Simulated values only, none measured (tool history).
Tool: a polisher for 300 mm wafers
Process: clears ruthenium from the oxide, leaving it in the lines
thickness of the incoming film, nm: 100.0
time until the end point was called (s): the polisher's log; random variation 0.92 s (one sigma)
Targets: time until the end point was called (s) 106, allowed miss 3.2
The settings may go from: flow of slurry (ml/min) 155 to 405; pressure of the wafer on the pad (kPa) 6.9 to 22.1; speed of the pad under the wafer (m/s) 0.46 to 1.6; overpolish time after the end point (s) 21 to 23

run    day  flow of slurry (ml/min)  pressure of the wafer on the pad (kPa)  speed of the pad under the wafer (m/s)  overpolish time after the end point (s)  time until the end point was called (s)
  1      0                      260                                    14.5                                    1.02                                       21                                   79.076
  2  0.329                      260                                    14.5                                    1.02                                       21                                   79.139
  3  0.554                      205                                    14.5                                    1.02                                       21                                   80.983
  4  0.688                      205                                    14.5                                    1.02                                       23                                   82.725
  5  0.988                      260                                    14.5                                    1.02                                       23                                   80.162
     1.058  -- head pressure recalibrated
  6  1.058                      260                                    13.8                                    1.02                                       23                                   86.398
  7  1.317                      260                                    13.1                                    1.02                                       23                                   89.779
  8  1.471                      255                                    11.7                                    1.02                                       23                                    99.27
  9  1.667                      250                                    10.3                                    1.02                                       23                                   112.85

Which of these 5 next moves meets every target?
  A  1.862                      255                                      11                                     1.1                                       21                                        ?
  B  1.862                      275                                    11.7                                    0.88                                       23                                        ?
  C  1.862                      340                                    12.4                                     0.9                                       22                                        ?
  D  1.862                      280                                      11                                    0.88                                       21                                        ?
  E  1.862                      275                                     9.7                                     1.2                                       21                                        ?

move  time until the end point was called (s)
   A                                   99.317
   B                                   116.07
   C                                   106.01
   D                                    122.1
   E                                   101.47
A: takes the result that was furthest off past its target
B: further off than the last run
C: meets every target
D: further off than the last run
E: takes the result that was furthest off past its target
The right move is C.

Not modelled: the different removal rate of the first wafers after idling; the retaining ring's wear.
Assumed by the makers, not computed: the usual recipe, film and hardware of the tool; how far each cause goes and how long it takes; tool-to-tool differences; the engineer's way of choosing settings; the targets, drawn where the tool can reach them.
